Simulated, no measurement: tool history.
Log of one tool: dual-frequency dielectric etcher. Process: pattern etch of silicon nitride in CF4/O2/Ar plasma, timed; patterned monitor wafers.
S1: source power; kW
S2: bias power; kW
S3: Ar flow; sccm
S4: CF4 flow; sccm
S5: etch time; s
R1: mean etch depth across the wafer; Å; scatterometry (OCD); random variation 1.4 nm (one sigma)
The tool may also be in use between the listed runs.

run	hour	S1	S2	S3	S4	S5	R1
1	0.0	0.700	0.067	97	107	71.5	1967.0
2	7.7	0.730	0.067	97	107	71.5	2058.4
3	13.6	0.760	0.067	97	107	71.5	2095.4
4	20.9	0.790	0.067	97	107	71.5	2189.7
5	21.4	0.790	0.067	97	107	71.5	2182.8
6	29.2	0.790	0.061	97	107	71.5	2072.6
7	35.5	0.820	0.061	97	107	71.5	2131.6
8	41.1	0.840	0.061	97	107	71.5	2184.1

Run 9 comes next. What will it give?
9	47.5	0.860	0.061	97	107	71.5	?

R1: 2230.9 Å
